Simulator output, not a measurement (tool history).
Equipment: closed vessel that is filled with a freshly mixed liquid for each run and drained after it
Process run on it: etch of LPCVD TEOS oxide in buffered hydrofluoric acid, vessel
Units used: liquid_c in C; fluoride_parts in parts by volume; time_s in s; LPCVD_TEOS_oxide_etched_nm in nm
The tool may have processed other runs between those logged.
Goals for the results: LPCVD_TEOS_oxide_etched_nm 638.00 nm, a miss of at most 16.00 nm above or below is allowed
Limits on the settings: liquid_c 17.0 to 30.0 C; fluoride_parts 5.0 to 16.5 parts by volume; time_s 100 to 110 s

run	hour	liquid_c	fluoride_parts	time_s	LPCVD_TEOS_oxide_etched_nm
1	0.0	22.0	10.0	100	382.12
2	2.3	24.5	9.5	100	454.65
3	6.9	24.5	11.5	100	382.13
4	8.9	24.5	9.0	100	468.75
5	13.1	26.5	9.0	100	530.73
6	20.8	24.5	9.0	100	466.04
7	22.8	26.5	9.0	100	524.43
8	23.9	27.5	9.0	100	554.70

Which of these 4 next moves meets every target?
A	25.0	27.0	7.5	105	?
B	25.0	28.0	8.0	105	?
C	25.0	29.0	10.5	110	?
D	25.0	29.5	9.0	105	?

move	LPCVD_TEOS_oxide_etched_nm
A	690.00
B	678.70
C	588.99
D	646.63
A: takes the result that was furthest off past its target
B: takes the result that was furthest off past its target
C: nearer than the last run, and not there yet
D: hits every target within its allowed miss
Move D is the one to make.
